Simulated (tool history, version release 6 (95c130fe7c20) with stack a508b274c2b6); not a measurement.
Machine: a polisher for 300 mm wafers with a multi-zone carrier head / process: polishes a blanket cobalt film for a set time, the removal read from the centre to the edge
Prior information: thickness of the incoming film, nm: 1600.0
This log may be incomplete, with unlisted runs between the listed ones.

| run | day | flow of slurry (ml/min) | pressure of the head's centre zone | pressure of the head's middle zone | pressure of the head's edge zone | polishing time (s) | film removed at the wafer's centre (Å) | film removed at mid-radius (Å) | film removed at the wafer's edge (Å) |
|---|---|---|---|---|---|---|---|---|---|
| 1 | 0 | 270 | 1 | 1 | 1 | 37 | 2828.6 | 2892.1 | 2844.3 |
| 2 | 0.271 | 270 | 1 | 1 | 1.07 | 37 | 2761.2 | 2835.5 | 2909 |
| 3 | 0.579 | 265 | 1 | 0.99 | 1.04 | 36 | 2717.6 | 2651.9 | 2802.9 |
| 4 | 0.804 | 260 | 1 | 0.99 | 1.01 | 35 | 2642.3 | 2666.3 | 2709.9 |
| 5 | 0.858 | 260 | 1 | 0.99 | 1.06 | 35 | 2652.6 | 2620.8 | 2741.7 |
| 6 | 1.146 | 255 | 1 | 0.99 | 1.03 | 34 | 2515.1 | 2548.1 | 2635.4 |
| 7 | 1.483 | 250 | 1.01 | 0.99 | 1 | 34 | 2580.1 | 2562.5 | 2571.6 |
| 8 | 1.65 | 240 | 1.01 | 0.99 | 0.99 | 34 | 2596.2 | 2613.2 | 2583.6 |
| 9 | 2.017 | 245 | 1.02 | 0.93 | 0.89 | 31 | 2359.6 | 2252.8 | 2250.2 |
| 10 | 2.304 | 250 | 1.02 | 0.94 | 0.89 | 31 | 2399.5 | 2239.6 | 2283.6 |

What will run 11 give?
| 11 | 2.679 | 250 | 1.02 | 0.95 | 0.89 | 31 | ? | ? | ? |

{"run 11": {"film removed at the wafer's centre (Å)": 2385.6, "film removed at mid-radius (Å)": 2262.8, "film removed at the wafer's edge (Å)": 2254.2}}
